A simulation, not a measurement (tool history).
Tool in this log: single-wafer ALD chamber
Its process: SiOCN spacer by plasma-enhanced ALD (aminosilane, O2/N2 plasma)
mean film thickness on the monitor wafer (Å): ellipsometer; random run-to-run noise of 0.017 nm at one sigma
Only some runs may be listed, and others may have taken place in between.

| run | hour | heater temperature setpoint (K) | number of ALD cycles (cycles) | mean film thickness on the monitor wafer (Å) |
|---|---|---|---|---|
| 1 | 0 | 678.15 | 75 | 44.431 |
| 2 | 2.8 | 678.15 | 65 | 38.745 |
| 3 | 4.3 | 678.15 | 70 | 41.528 |
| 4 | 7.3 | 672.15 | 70 | 41.321 |
| 5 | 10.1 | 664.15 | 70 | 41.528 |
| 6 | 13.3 | 658.15 | 70 | 41.573 |
| 7 | 19.5 | 656.15 | 82 | 48.567 |
|  | 20.6 | thermocouple changed; heater temperature recalibrated |
| 8 | 20.6 | 656.15 | 83 | 48.899 |

What does the tool deliver on the next run?
| 9 | 22.7 | 656.15 | 84 | ? |

Run 9 measured mean film thickness on the monitor wafer (Å) 49.865.

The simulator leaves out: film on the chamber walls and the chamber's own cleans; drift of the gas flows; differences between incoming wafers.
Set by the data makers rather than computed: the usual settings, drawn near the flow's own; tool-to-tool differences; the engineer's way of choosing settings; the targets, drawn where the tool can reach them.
